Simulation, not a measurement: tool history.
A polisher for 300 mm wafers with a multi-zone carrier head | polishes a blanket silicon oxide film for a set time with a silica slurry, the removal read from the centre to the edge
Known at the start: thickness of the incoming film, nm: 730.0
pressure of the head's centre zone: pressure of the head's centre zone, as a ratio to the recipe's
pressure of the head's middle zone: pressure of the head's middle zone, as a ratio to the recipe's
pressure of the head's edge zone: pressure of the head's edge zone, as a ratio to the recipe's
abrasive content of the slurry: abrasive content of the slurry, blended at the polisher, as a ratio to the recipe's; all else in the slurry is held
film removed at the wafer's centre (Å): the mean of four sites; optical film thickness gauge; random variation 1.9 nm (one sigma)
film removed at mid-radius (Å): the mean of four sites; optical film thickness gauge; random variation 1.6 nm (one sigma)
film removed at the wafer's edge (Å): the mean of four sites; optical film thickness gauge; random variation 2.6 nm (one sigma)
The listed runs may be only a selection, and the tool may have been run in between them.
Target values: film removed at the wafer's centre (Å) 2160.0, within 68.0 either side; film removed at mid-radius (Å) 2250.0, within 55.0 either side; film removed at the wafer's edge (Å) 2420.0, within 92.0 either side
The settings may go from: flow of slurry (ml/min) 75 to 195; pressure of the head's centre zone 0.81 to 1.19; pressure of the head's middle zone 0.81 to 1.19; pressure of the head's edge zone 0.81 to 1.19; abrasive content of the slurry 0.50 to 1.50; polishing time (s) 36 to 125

| run | day | flow of slurry (ml/min) | pressure of the head's centre zone | pressure of the head's middle zone | pressure of the head's edge zone | abrasive content of the slurry | polishing time (s) | film removed at the wafer's centre (Å) | film removed at mid-radius (Å) | film removed at the wafer's edge (Å) |
|---|---|---|---|---|---|---|---|---|---|---|
| 1 | 0.000 | 125 | 1.00 | 1.00 | 1.00 | 1.00 | 80 | 1778.9 | 1810.6 | 1791.9 |
| 2 | 0.229 | 125 | 1.00 | 1.00 | 1.00 | 0.80 | 80 | 1561.1 | 1587.9 | 1607.1 |
| 3 | 0.596 | 130 | 0.99 | 1.00 | 1.05 | 0.90 | 81 | 1700.8 | 1735.9 | 1762.7 |
| 4 | 0.925 | 130 | 0.99 | 1.00 | 0.98 | 0.90 | 81 | 1714.9 | 1725.6 | 1719.3 |
| 5 | 1.179 | 105 | 0.99 | 1.00 | 0.98 | 0.90 | 81 | 1588.3 | 1652.6 | 1670.4 |
| 6 | 1.362 | 110 | 0.98 | 0.99 | 1.03 | 1.00 | 82 | 1707.0 | 1782.8 | 1846.7 |
| 7 | 1.488 | 120 | 0.97 | 0.98 | 1.07 | 1.05 | 82 | 1795.0 | 1844.1 | 1964.6 |
| 8 | 1.804 | 135 | 0.96 | 0.98 | 1.10 | 1.10 | 82 | 1895.0 | 1925.2 | 2097.8 |
| 9 | 2.112 | 145 | 0.95 | 0.99 | 1.12 | 1.10 | 82 | 1924.8 | 1969.2 | 2111.8 |
| 10 | 2.342 | 150 | 0.94 | 1.00 | 1.14 | 1.15 | 82 | 1938.0 | 2095.6 | 2205.7 |
| 11 | 2.488 | 160 | 0.94 | 1.00 | 1.15 | 1.15 | 82 | 1941.1 | 2064.7 | 2206.5 |
| 12 | 2.858 | 160 | 0.95 | 1.00 | 1.16 | 1.20 | 82 | 2025.2 | 2126.4 | 2233.9 |
| 13 | 3.221 | 165 | 0.95 | 1.00 | 1.17 | 1.25 | 82 | 2076.2 | 2159.8 | 2330.5 |
| 14 | 3.512 | 170 | 0.95 | 1.00 | 1.18 | 1.25 | 82 | 2065.9 | 2156.4 | 2326.4 |

Pick the move, out of 4, that brings all results within their allowed miss; only one does.
| A | 3.804 | 180 | 0.94 | 0.97 | 1.19 | 1.30 | 78 | ? | ? | ? |
| B | 3.804 | 185 | 0.96 | 0.88 | 1.19 | 1.30 | 81 | ? | ? | ? |
| C | 3.804 | 195 | 0.90 | 1.04 | 1.16 | 1.45 | 74 | ? | ? | ? |
| D | 3.804 | 170 | 0.96 | 1.01 | 1.19 | 1.40 | 80 | ? | ? | ? |

| move | film removed at the wafer's centre (Å) | film removed at mid-radius (Å) | film removed at the wafer's edge (Å) |
|---|---|---|---|
| A | 2033.8 | 2092.8 | 2325.2 |
| B | 2165.5 | 2030.3 | 2425.0 |
| C | 1962.0 | 2217.6 | 2299.0 |
| D | 2173.8 | 2260.9 | 2441.7 |
A: its largest miss is bigger than the last run's
B: its largest miss is bigger than the last run's
C: meets the target for the result that was furthest off, but another lies outside its allowed miss
D: in spec on every target
Correct choice: D, which meets every target
